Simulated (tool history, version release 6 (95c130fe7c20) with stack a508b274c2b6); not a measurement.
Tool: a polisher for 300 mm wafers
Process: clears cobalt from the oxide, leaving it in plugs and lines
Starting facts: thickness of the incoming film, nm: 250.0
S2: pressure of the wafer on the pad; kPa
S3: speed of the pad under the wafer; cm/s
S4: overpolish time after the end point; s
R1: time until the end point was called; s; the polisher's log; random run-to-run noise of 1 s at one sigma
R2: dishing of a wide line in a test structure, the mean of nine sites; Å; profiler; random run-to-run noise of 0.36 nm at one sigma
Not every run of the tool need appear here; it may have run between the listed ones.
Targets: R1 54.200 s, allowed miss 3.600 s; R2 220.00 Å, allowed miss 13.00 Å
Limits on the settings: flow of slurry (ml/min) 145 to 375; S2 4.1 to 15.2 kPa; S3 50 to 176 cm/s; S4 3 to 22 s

Run 1, hour 0.0: flow of slurry (ml/min) 240, S2 9.7 kPa, S3 112 cm/s, S4 11 s. Result: R1 61.309 s, R2 309.06 Å.
Run 2, hour 2.6: flow of slurry (ml/min) 240, S2 9.7 kPa, S3 112 cm/s, S4 9 s. Result: R1 61.865 s, R2 273.30 Å.
Run 3, hour 3.7: flow of slurry (ml/min) 240, S2 9.7 kPa, S3 88 cm/s, S4 9 s. Result: R1 74.583 s, R2 231.43 Å.
Run 4, hour 10.7: flow of slurry (ml/min) 240, S2 10.3 kPa, S3 88 cm/s, S4 8 s. Result: R1 71.264 s, R2 224.69 Å.
Run 5, hour 18.5: flow of slurry (ml/min) 240, S2 11.0 kPa, S3 88 cm/s, S4 7 s. Result: R1 68.514 s, R2 211.77 Å.
Run 6, hour 20.0: flow of slurry (ml/min) 240, S2 9.7 kPa, S3 88 cm/s, S4 7 s. Result: R1 75.557 s, R2 190.16 Å.
Run 7, hour 21.8: flow of slurry (ml/min) 240, S2 12.4 kPa, S3 98 cm/s, S4 4 s. Result: R1 54.386 s, R2 157.16 Å.
Run 8, hour 24.6: flow of slurry (ml/min) 245, S2 11.0 kPa, S3 112 cm/s, S4 9 s. Result: R1 53.387 s, R2 295.57 Å.
Run 9, hour 26.4: flow of slurry (ml/min) 240, S2 11.0 kPa, S3 112 cm/s, S4 8 s. Result: R1 52.400 s, R2 275.22 Å.
Run 10, hour 29.5: flow of slurry (ml/min) 240, S2 11.0 kPa, S3 110 cm/s, S4 7 s. Result: R1 52.424 s, R2 242.77 Å.

Next run, 5 choices. One meets every target within its allowed miss, the rest don't. Which?
Run A, hour 32.6: flow of slurry (ml/min) 220, S2 9.0 kPa, S3 146 cm/s, S4 7 s. Result: R1 ?, R2 ?.
Run B, hour 32.6: flow of slurry (ml/min) 265, S2 11.7 kPa, S3 108 cm/s, S4 8 s. Result: R1 ?, R2 ?.
Run C, hour 32.6: flow of slurry (ml/min) 230, S2 10.3 kPa, S3 116 cm/s, S4 6 s. Result: R1 ?, R2 ?.
Run D, hour 32.6: flow of slurry (ml/min) 200, S2 11.7 kPa, S3 104 cm/s, S4 8 s. Result: R1 ?, R2 ?.
Run E, hour 32.6: flow of slurry (ml/min) 240, S2 11.7 kPa, S3 114 cm/s, S4 8 s. Result: R1 ?, R2 ?.

move      R1      R2
   A  50.814  255.70
   B  51.328  278.43
   C  55.013  215.52
   D  55.204  265.01
   E  49.267  286.05
A: further off than the last run
B: further off than the last run
C: in spec on every target
D: further off than the last run
E: further off than the last run
The move that meets every target is C.

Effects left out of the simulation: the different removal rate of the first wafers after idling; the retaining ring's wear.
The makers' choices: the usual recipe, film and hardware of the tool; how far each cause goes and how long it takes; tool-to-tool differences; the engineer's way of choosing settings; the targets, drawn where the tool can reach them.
